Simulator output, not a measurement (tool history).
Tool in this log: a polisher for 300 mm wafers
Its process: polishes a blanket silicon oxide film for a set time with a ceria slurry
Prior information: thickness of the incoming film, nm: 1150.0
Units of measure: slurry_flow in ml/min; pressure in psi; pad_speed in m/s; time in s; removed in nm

run	hour	slurry_flow	pressure	pad_speed	time	removed
1	0.0	140	3.1	0.98	75	293.13
2	8.8	135	3.0	0.98	75	282.00
3	10.4	135	3.5	0.98	75	329.44
4	15.2	130	3.3	0.98	75	303.38
5	24.2	120	3.2	0.98	75	295.57
# hour 29.7: worn pad replaced by a new one
6	29.7	95	3.2	0.98	75	309.93
7	32.2	100	3.0	0.98	75	295.90

For run 8, what comes out?
8	36.6	110	2.9	0.98	75	?

Run 8 yielded removed 294.66 nm.

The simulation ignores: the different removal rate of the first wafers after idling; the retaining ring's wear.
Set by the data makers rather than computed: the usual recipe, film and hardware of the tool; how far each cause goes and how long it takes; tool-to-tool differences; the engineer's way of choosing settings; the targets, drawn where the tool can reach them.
